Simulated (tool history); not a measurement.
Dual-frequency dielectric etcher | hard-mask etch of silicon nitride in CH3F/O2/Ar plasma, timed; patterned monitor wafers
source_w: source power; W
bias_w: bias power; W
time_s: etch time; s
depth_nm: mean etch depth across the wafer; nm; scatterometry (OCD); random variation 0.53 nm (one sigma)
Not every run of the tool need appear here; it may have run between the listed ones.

| run | day | source_w | bias_w | time_s | depth_nm |
|---|---|---|---|---|---|
| 1 | 0.000 | 450 | 64 | 223.0 | 156.87 |
| 2 | 0.067 | 430 | 63 | 223.0 | 152.91 |
| 3 | 0.304 | 500 | 63 | 223.0 | 163.13 |
| 4 | 0.512 | 470 | 63 | 223.0 | 158.77 |
| 5 | 0.550 | 530 | 63 | 223.0 | 165.59 |
| 6 | 0.908 | 490 | 61 | 223.0 | 159.91 |

Expected results for the next run?
| 7 | 1.146 | 460 | 59 | 223.0 | ? |

{"run 7": {"depth_nm": 154.91}}

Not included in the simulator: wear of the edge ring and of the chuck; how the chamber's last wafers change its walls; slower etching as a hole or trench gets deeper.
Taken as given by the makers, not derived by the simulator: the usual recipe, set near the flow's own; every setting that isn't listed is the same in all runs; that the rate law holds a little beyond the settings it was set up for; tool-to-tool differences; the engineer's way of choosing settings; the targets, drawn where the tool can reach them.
